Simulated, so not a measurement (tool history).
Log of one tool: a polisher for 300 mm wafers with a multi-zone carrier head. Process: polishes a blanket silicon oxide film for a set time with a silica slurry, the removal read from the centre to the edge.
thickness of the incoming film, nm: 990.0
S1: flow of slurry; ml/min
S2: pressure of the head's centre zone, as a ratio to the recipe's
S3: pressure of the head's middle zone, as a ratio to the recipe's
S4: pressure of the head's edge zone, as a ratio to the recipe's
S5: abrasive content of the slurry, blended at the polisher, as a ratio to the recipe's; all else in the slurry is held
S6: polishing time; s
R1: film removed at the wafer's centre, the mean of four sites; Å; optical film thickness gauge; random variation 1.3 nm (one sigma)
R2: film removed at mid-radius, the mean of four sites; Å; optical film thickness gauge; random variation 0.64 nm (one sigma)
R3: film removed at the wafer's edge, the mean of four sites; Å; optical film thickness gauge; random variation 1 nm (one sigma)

run 1 hour=0 | S1=285 S2=1 S3=1 S4=1 S5=1 S6=42 | R1=1944.5 R2=1934.5 R3=1973.6
run 2 hour=2.2 | S1=285 S2=1 S3=1 S4=1 S5=1.15 S6=42 | R1=2089.8 R2=2059.9 R3=2104.8
run 3 hour=3.4 | S1=285 S2=1 S3=0.92 S4=1 S5=1.15 S6=42 | R1=2087.7 R2=1943.1 R3=2111
run 4 hour=4.7 | S1=290 S2=1.01 S3=0.94 S4=0.97 S5=1.05 S6=39 | R1=1873.3 R2=1762.2 R3=1885.2
run 5 hour=7.9 | S1=290 S2=1.01 S3=0.94 S4=0.97 S5=1.05 S6=43 | R1=2052.8 R2=1916 R3=2004.9
run 6 hour=11.9 | S1=295 S2=1.03 S3=0.97 S4=0.95 S5=0.95 S6=40 | R1=1861.7 R2=1781.5 R3=1798.5
run 7 hour=17.5 | S1=300 S2=1.05 S3=0.98 S4=0.93 S5=0.9 S6=37 | R1=1731 R2=1586 R3=1587.9
run 8 hour=26.5 | S1=300 S2=1 S3=1.08 S4=0.83 S5=0.65 S6=25 | R1=910.83 R2=966.9 R3=827.89
run 9 hour=29.2 | S1=305 S2=1.01 S3=1.08 S4=0.84 S5=0.65 S6=25 | R1=928.52 R2=965.54 R3=859.55
run 10 hour=30.7 | S1=310 S2=1.02 S3=1.09 S4=0.84 S5=0.65 S6=25 | R1=932.97 R2=972.58 R3=842.24

The next listed run, before its measurement:
run 11 hour=31.4 | S1=310 S2=1.03 S3=1.09 S4=0.85 S5=0.65 S6=25 | R1=? R2=? R3=?

R1: 934.03 Å
R2: 971.65 Å
R3: 841.96 Å

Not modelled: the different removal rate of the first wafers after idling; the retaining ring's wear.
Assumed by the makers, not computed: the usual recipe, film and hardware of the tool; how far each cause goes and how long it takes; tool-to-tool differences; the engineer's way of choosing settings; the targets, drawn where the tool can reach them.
